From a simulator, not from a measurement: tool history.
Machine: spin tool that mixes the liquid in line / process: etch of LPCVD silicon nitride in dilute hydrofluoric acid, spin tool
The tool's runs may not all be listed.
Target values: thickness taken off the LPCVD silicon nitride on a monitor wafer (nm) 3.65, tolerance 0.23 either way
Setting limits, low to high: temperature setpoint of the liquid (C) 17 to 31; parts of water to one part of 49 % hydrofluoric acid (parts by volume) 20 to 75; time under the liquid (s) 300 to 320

| run | hour | temperature setpoint of the liquid (C) | parts of water to one part of 49 % hydrofluoric acid (parts by volume) | time under the liquid (s) | thickness taken off the LPCVD silicon nitride on a monitor wafer (nm) |
|---|---|---|---|---|---|
| 1 | 0 | 23 | 45 | 300 | 2.6433 |
| 2 | 6.4 | 23 | 50 | 300 | 2.4155 |
| 3 | 7.1 | 24 | 50 | 300 | 2.5166 |
| 4 | 12.4 | 25 | 50 | 300 | 2.8029 |
| 5 | 15.6 | 25.5 | 50 | 300 | 2.8301 |
| 6 | 16.7 | 25.5 | 60 | 300 | 2.37 |
| 7 | 22.3 | 26 | 60 | 300 | 2.502 |
| 8 | 28.2 | 26.5 | 60 | 300 | 2.5174 |
|  | 30.2 | hydrofluoric acid flow meter replaced |
| 9 | 30.2 | 27 | 60 | 300 | 2.4781 |

Pick the move, out of 4, that brings all results within their allowed miss; only one does.
| A | 32.2 | 26 | 65 | 300 | ? |
| B | 32.2 | 20.5 | 70 | 320 | ? |
| C | 32.2 | 31 | 55 | 320 | ? |
| D | 32.2 | 22 | 60 | 300 | ? |

| move | thickness taken off the LPCVD silicon nitride on a monitor wafer (nm) |
|---|---|
| A | 2.038 |
| B | 1.3962 |
| C | 3.5479 |
| D | 1.6861 |
A: its largest miss is bigger than the last run's
B: its largest miss is bigger than the last run's
C: in spec on every target
D: its largest miss is bigger than the last run's
Go with C: it meets all targets.
